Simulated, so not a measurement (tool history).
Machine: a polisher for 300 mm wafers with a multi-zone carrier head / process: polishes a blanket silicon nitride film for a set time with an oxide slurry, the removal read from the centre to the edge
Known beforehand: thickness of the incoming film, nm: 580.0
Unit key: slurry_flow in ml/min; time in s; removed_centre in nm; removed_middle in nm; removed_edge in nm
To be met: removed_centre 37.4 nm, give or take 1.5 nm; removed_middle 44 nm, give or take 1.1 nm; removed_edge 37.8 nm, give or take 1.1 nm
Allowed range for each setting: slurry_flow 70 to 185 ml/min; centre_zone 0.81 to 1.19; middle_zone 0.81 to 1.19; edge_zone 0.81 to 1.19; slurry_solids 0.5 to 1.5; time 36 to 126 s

run	hour	slurry_flow	centre_zone	middle_zone	edge_zone	slurry_solids	time	removed_centre	removed_middle	removed_edge
1	0	120	1	1	1	1	81	52.247	53.709	51.994
2	2.8	120	1	0.97	1	1	81	51.735	52.122	52.116
3	6.3	120	1	0.97	1	1.2	81	56.311	56.087	56.455
4	12.5	115	0.98	0.98	0.96	1	81	50.557	52.376	51.177
5	17.4	115	1.01	0.98	0.96	1	81	52.621	52.367	51.132
6	20.6	115	0.99	1	0.93	0.85	80	46.424	48.341	46.296
7	26.7	110	0.98	1.03	0.9	0.8	80	44.331	47.321	44.43
8	32.3	105	0.97	1.06	0.88	0.75	80	41.983	46.352	41.54
9	39.4	95	0.96	1.07	0.87	0.75	80	39.692	45.418	40.414
10	40.2	90	0.96	1.08	0.86	0.75	80	38.985	45.778	40.618
11	40.8	90	0.98	1.09	0.81	0.6	80	34.791	40.095	34.733
12	42.4	100	0.97	1.09	0.82	0.6	80	36.606	41.675	35.545
13	49.7	105	0.96	1.09	0.83	0.6	80	36.087	42.755	35.855
14	53.5	105	0.96	1.09	0.85	0.6	80	37.251	42.654	36.699
15	60.3	105	0.95	1.09	0.86	0.6	80	36.771	42.014	36.478
16	67	105	0.94	1.09	0.87	0.6	80	35.426	42.532	36.836

Which one of the following 4 next-run settings gets every result inside its allowed miss? There is exactly one.
A	73.7	95	0.91	1.04	0.97	0.7	75	?	?	?
B	73.7	140	0.99	1.15	1	0.6	74	?	?	?
C	73.7	100	0.92	1.05	0.89	0.7	80	?	?	?
D	73.7	85	0.89	1.02	0.93	0.65	85	?	?	?

move	removed_centre	removed_middle	removed_edge
A	34.476	40.423	38.548
B	38.49	44.442	38.073
C	37.915	44.21	40.153
D	35.053	41.628	40.221
A: lands further from the targets than the last run did
B: all results land within tolerance of their targets
C: puts the biggest miss on target and leaves a different result outside tolerance
D: lands further from the targets than the last run did
Move B is the one to make.
